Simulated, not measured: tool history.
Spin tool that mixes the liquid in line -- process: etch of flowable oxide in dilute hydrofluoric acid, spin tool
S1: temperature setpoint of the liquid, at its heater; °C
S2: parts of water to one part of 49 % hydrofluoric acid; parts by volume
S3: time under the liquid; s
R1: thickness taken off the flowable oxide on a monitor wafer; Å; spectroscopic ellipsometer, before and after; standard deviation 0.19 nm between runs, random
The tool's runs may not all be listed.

run	hour	S1	S2	S3	R1
1	0.0	26.0	285	290	211.25
2	5.6	26.0	285	315	228.66
3	10.7	27.5	270	315	257.97
4	17.5	28.5	255	315	286.99
5	26.2	29.5	245	315	313.60
6	33.4	29.5	245	315	311.91
7	37.8	33.5	205	315	449.41

Run 8 is up next; what results do you expect?
8	46.1	33.0	205	315	?

{"run 8": {"R1": 440.49}}
